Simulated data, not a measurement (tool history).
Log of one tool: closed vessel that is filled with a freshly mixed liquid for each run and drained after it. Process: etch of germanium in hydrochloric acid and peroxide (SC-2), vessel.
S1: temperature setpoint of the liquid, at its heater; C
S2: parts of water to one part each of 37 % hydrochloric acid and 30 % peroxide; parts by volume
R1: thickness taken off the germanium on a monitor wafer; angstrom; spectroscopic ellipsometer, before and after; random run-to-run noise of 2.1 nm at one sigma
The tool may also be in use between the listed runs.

run 1 hour=0.0 | S1=45.0 S2=7.0 time_in_the_liquid_(s)=100 | R1=1964.4
run 2 hour=6.7 | S1=38.0 S2=7.0 time_in_the_liquid_(s)=100 | R1=1562.7
run 3 hour=11.1 | S1=43.0 S2=7.0 time_in_the_liquid_(s)=100 | R1=1858.4
run 4 hour=17.3 | S1=46.5 S2=7.0 time_in_the_liquid_(s)=100 | R1=2093.0
run 5 hour=24.0 | S1=42.0 S2=7.0 time_in_the_liquid_(s)=100 | R1=1797.8
run 6 hour=26.5 | S1=45.5 S2=7.0 time_in_the_liquid_(s)=100 | R1=2011.6

Run 7 has not been measured yet. What should we expect?
run 7 hour=35.2 | S1=53.5 S2=6.5 time_in_the_liquid_(s)=100 | R1=?

R1: 2587.8 angstrom

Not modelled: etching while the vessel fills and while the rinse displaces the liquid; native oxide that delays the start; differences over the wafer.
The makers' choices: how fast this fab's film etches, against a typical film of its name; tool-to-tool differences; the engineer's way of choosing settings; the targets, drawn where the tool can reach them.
